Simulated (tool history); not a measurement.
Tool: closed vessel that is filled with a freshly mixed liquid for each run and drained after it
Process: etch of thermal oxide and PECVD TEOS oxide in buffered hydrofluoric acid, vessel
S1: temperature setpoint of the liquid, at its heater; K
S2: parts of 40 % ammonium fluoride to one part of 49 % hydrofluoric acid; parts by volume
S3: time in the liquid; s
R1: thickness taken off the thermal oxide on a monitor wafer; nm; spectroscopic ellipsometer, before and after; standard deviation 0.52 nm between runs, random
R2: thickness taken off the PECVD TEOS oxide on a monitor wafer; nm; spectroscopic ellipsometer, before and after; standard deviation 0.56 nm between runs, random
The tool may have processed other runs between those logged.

{"run": 1, "hour": 0.0, "S1": 295.15, "S2": 19, "S3": 60, "R1": 34.854, "R2": 63.768}
{"run": 2, "hour": 6.9, "S1": 296.65, "S2": 19, "S3": 60, "R1": 37.849, "R2": 68.732}
{"run": 3, "hour": 10.5, "S1": 294.15, "S2": 19, "S3": 60, "R1": 32.556, "R2": 60.3}
{"run": 4, "hour": 17.9, "S1": 294.15, "S2": 24, "S3": 60, "R1": 27.198, "R2": 50.174}
{"run": 5, "hour": 24.7, "S1": 291.15, "S2": 24, "S3": 60, "R1": 22.888, "R2": 42.163}
{"run": 6, "hour": 32.5, "S1": 293.15, "S2": 23, "S3": 60, "R1": 26.74, "R2": 48.977}
{"run": 7, "hour": 37.6, "S1": 293.15, "S2": 23, "S3": 60, "R1": 26.844, "R2": 49.441}
{"run": 8, "hour": 38.7, "S1": 294.65, "S2": 22.5, "S3": 60, "R1": 29.299, "R2": 54.198}
{"run": 9, "hour": 39.6, "S1": 296.15, "S2": 22, "S3": 60, "R1": 32.703, "R2": 59.832}

Predict the results of run 10:
{"run": 10, "hour": 44.4, "S1": 300.15, "S2": 18.5, "S3": 60, "R1": "?", "R2": "?"}

R1: 46.952 nm
R2: 85.1 nm
